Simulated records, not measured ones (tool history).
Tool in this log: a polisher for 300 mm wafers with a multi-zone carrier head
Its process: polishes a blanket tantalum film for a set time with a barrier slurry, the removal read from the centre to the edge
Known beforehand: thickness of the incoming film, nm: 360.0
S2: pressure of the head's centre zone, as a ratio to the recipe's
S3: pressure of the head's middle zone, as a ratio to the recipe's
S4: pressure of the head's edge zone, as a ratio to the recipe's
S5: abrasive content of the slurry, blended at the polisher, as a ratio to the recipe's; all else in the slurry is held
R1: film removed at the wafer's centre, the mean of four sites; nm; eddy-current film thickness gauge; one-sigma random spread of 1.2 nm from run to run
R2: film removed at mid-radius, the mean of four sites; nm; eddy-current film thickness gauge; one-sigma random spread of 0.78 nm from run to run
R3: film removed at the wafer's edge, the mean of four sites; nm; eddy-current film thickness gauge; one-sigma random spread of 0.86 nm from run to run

Run 1, hour 0: flow of slurry (ml/min) 320, S2 1, S3 1, S4 1, S5 1, polishing time (s) 79. Result: R1 123.31 nm, R2 117.07 nm, R3 124.88 nm.
Run 2, hour 0.5: flow of slurry (ml/min) 320, S2 1, S3 1, S4 1, S5 1.2, polishing time (s) 79. Result: R1 128.3 nm, R2 125.49 nm, R3 129.99 nm.
Run 3, hour 9: flow of slurry (ml/min) 320, S2 1, S3 1, S4 1, S5 1.2, polishing time (s) 69. Result: R1 112.05 nm, R2 108.5 nm, R3 114.15 nm.
Run 4, hour 13.5: flow of slurry (ml/min) 320, S2 1, S3 1, S4 1, S5 1.1, polishing time (s) 69. Result: R1 107.6 nm, R2 107.17 nm, R3 110.8 nm.
Run 5, hour 14.4: flow of slurry (ml/min) 320, S2 1, S3 1.03, S4 1, S5 1.1, polishing time (s) 69. Result: R1 110.07 nm, R2 107.89 nm, R3 111.45 nm.
Run 6, hour 22.5: flow of slurry (ml/min) 315, S2 1.01, S3 1.01, S4 1, S5 1.05, polishing time (s) 69. Result: R1 108.37 nm, R2 107.12 nm, R3 111.03 nm.

Run 7 is up next; what results do you expect?
Run 7, hour 25.9: flow of slurry (ml/min) 330, S2 1.02, S3 0.99, S4 1.01, S5 1, polishing time (s) 68. Result: R1 ?, R2 ?, R3 ?.

Run 7 came out at R1 105.98 nm, R2 101.94 nm, R3 109.52 nm.
